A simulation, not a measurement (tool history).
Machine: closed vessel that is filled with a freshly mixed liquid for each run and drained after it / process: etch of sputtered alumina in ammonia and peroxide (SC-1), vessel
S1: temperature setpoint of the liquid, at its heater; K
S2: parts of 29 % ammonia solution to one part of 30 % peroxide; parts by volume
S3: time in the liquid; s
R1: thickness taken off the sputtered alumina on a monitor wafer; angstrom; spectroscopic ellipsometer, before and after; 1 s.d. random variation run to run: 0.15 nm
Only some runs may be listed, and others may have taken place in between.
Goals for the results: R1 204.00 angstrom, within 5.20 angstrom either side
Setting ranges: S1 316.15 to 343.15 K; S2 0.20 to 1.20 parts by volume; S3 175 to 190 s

{"run": 1, "hour": 0.0, "S1": 332.15, "S2": 0.75, "S3": 175, "R1": 114.84}
{"run": 2, "hour": 2.4, "S1": 338.65, "S2": 0.75, "S3": 175, "R1": 162.65}
{"run": 3, "hour": 5.5, "S1": 333.65, "S2": 0.75, "S3": 175, "R1": 123.39}
{"run": 4, "hour": 13.8, "S1": 333.65, "S2": 0.65, "S3": 175, "R1": 124.53}
{"run": 5, "hour": 21.0, "S1": 330.65, "S2": 0.65, "S3": 175, "R1": 105.46}
{"run": 6, "hour": 21.7, "S1": 333.15, "S2": 0.65, "S3": 175, "R1": 121.71}
{"run": 7, "hour": 24.9, "S1": 335.15, "S2": 0.65, "S3": 175, "R1": 132.94}
{"run": 8, "hour": 33.3, "S1": 336.65, "S2": 0.65, "S3": 175, "R1": 142.98}
{"run": 9, "hour": 34.1, "S1": 338.15, "S2": 0.65, "S3": 175, "R1": 154.53}

Consider the 4 candidate settings below. Which is the only one whose results all fall within their allowed miss of target?
{"run": "A", "hour": 34.9, "S1": 339.15, "S2": 0.65, "S3": 190, "R1": "?"}
{"run": "B", "hour": 34.9, "S1": 332.15, "S2": 0.6, "S3": 175, "R1": "?"}
{"run": "C", "hour": 34.9, "S1": 334.65, "S2": 0.7, "S3": 185, "R1": "?"}
{"run": "D", "hour": 34.9, "S1": 342.65, "S2": 0.55, "S3": 190, "R1": "?"}

move=A R1=177.46
move=B R1=113.94
move=C R1=138.92
move=D R1=207.17
A: nearer the targets than the last run, but a result is still out of spec
B: moves away from the targets compared with the last run
C: moves away from the targets compared with the last run
D: all results in spec
D meets every target.
